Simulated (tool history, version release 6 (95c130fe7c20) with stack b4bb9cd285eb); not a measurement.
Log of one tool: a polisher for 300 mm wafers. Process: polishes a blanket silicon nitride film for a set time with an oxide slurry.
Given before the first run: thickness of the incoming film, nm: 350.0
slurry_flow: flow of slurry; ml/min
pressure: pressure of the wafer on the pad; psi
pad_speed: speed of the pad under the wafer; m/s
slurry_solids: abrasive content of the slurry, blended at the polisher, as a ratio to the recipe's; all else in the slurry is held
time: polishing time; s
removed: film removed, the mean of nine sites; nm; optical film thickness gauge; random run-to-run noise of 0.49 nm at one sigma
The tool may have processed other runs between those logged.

run 1 hour=0.0 | slurry_flow=260 pressure=3.4 pad_speed=1.22 slurry_solids=1.0 time=114 | removed=85.163
run 2 hour=8.9 | slurry_flow=260 pressure=3.2 pad_speed=1.22 slurry_solids=1.0 time=114 | removed=79.796
run 3 hour=11.4 | slurry_flow=260 pressure=2.7 pad_speed=1.22 slurry_solids=1.0 time=114 | removed=68.216
run 4 hour=14.8 | slurry_flow=260 pressure=2.6 pad_speed=1.22 slurry_solids=1.0 time=114 | removed=65.654
run 5 hour=20.5 | slurry_flow=260 pressure=2.6 pad_speed=1.22 slurry_solids=1.0 time=120 | removed=68.691
run 6 hour=26.1 | slurry_flow=260 pressure=2.6 pad_speed=1.22 slurry_solids=1.2 time=120 | removed=73.981

What will run 7 give?
run 7 hour=26.7 | slurry_flow=260 pressure=2.5 pad_speed=1.22 slurry_solids=1.2 time=120 | removed=?

{"run 7": {"removed": 70.491}}

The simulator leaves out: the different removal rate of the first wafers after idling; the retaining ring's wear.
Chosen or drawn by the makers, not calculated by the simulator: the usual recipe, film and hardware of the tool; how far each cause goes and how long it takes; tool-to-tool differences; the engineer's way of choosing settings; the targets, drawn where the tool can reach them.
